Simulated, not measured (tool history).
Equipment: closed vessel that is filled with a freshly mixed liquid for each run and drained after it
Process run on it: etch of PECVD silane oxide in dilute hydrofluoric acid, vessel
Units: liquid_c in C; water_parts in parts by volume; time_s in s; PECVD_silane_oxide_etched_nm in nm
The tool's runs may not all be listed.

{"run": 1, "hour": 0.0, "liquid_c": 21, "water_parts": 105, "time_s": 35, "PECVD_silane_oxide_etched_nm": 9.1221}
{"run": 2, "hour": 1.4, "liquid_c": 23, "water_parts": 90, "time_s": 35, "PECVD_silane_oxide_etched_nm": 11.645}
{"run": 3, "hour": 8.9, "liquid_c": 23, "water_parts": 90, "time_s": 35, "PECVD_silane_oxide_etched_nm": 12.008}
{"run": 4, "hour": 16.6, "liquid_c": 23, "water_parts": 60, "time_s": 35, "PECVD_silane_oxide_etched_nm": 18.455}
{"run": 5, "hour": 22.4, "liquid_c": 23, "water_parts": 60, "time_s": 30, "PECVD_silane_oxide_etched_nm": 15.564}
{"run": 6, "hour": 29.3, "liquid_c": 20.5, "water_parts": 60, "time_s": 30, "PECVD_silane_oxide_etched_nm": 14.017}
{"run": 7, "hour": 34.2, "liquid_c": 22.5, "water_parts": 60, "time_s": 30, "PECVD_silane_oxide_etched_nm": 15.001}
{"run": 8, "hour": 36.4, "liquid_c": 24, "water_parts": 55, "time_s": 30, "PECVD_silane_oxide_etched_nm": 18.229}
{"run": 9, "hour": 41.5, "liquid_c": 25, "water_parts": 55, "time_s": 30, "PECVD_silane_oxide_etched_nm": 19.059}

What does the tool deliver on the next run?
{"run": 10, "hour": 46.3, "liquid_c": 29, "water_parts": 50, "time_s": 30, "PECVD_silane_oxide_etched_nm": "?"}

PECVD_silane_oxide_etched_nm: 23.825 nm
